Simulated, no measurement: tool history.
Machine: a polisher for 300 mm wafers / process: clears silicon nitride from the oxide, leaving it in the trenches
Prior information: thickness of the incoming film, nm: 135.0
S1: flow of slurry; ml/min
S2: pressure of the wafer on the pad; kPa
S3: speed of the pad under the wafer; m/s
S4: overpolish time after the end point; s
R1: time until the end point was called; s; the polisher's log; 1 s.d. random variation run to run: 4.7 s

run 1 hour=0 | S1=130 S2=20 S3=0.94 S4=7 | R1=181.89
run 2 hour=2.4 | S1=130 S2=20 S3=1.06 S4=7 | R1=162.79
run 3 hour=6.5 | S1=130 S2=20 S3=1.06 S4=7 | R1=164.52
run 4 hour=14 | S1=130 S2=20 S3=1.28 S4=7 | R1=139.71
run 5 hour=22.3 | S1=130 S2=20 S3=1.28 S4=5 | R1=137.45
run 6 hour=23.8 | S1=145 S2=20 S3=1.28 S4=5 | R1=134.14

Run 7 has not been measured yet. What should we expect?
run 7 hour=27.4 | S1=145 S2=17.2 S3=1.26 S4=5 | R1=?

For run 7 the tool returned R1 156.71 s.
